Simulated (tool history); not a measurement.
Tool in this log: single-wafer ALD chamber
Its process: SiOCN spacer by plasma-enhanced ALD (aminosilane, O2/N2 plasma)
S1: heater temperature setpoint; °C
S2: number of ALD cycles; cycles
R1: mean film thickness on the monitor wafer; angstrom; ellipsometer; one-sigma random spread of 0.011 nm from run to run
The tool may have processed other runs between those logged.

Run 1, hour 0: S1 405 °C, S2 43 cycles. Result: R1 25.933 angstrom.
Run 2, hour 1: S1 400 °C, S2 45 cycles. Result: R1 27.441 angstrom.
Run 3, hour 4.5: S1 396 °C, S2 47 cycles. Result: R1 28.72 angstrom.
Run 4, hour 12.6: S1 405 °C, S2 47 cycles. Result: R1 28.366 angstrom.
Run 5, hour 19.7: S1 402 °C, S2 48 cycles. Result: R1 29.091 angstrom.
Run 6, hour 24.8: S1 392 °C, S2 48 cycles. Result: R1 29.23 angstrom.

Run 7, settings as shown, results not yet in. Your forecast:
Run 7, hour 26.3: S1 391 °C, S2 54 cycles. Result: R1 ?.

Logged for run 7: R1 32.849 angstrom.
